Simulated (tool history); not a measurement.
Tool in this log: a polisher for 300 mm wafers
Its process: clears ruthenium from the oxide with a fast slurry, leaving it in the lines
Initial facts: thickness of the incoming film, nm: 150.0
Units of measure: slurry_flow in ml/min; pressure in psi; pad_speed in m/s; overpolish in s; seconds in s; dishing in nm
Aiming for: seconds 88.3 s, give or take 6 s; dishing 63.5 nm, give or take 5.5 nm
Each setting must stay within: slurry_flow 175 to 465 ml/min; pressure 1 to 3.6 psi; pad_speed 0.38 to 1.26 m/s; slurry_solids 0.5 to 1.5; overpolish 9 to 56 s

run,hour,slurry_flow,pressure,pad_speed,slurry_solids,overpolish,seconds,dishing
1,0,295,2.3,0.82,1,29,66.382,52.63
2,4,295,2.3,0.82,1,19,68.709,34.776
3,12.2,295,2.3,0.66,1,19,77.355,31.111
4,17.8,295,2.3,0.66,1,21,77.396,35.142
5,19.9,295,2.3,0.76,1,21,69.288,37.255
6,26.1,295,2.3,0.76,1,31,69.404,53.652
7,29.5,295,2.2,0.76,1,32,72.794,52.474
# hour 34.7: worn pad replaced by a new one
8,34.7,295,2.2,0.76,1,33,64.169,61.53
9,38.2,295,2.1,0.72,1,34,74.087,55.5
10,43.6,295,2,0.72,1,35,74.539,55.294
11,50.4,295,2,0.7,1,36,76.259,54.915
12,53,295,2,0.7,1,37,75.701,56.467
13,57.9,295,2,0.7,1,38,73.678,57.161
14,60.2,295,1.9,0.7,1,39,81.508,56.003

Below are 4 possible settings for the next run. Only one of them brings all results inside the allowed miss of their targets. Which is it?
A,62.5,375,1.9,0.64,1.1,30,?,?
B,62.5,255,2.7,0.62,0.8,44,?,?
C,62.5,255,1.8,0.9,0.75,47,?,?
D,62.5,310,2,0.74,1,36,?,?

move,seconds,dishing
A,79.758,45.231
B,73,67.985
C,86.763,62.154
D,73.406,57.089
A: misses by more than the last run did
B: the worst result of the last run now meets its target, but another is out of spec
C: all results in spec
D: misses by more than the last run did
So the answer is move C, the one that meets all the targets.
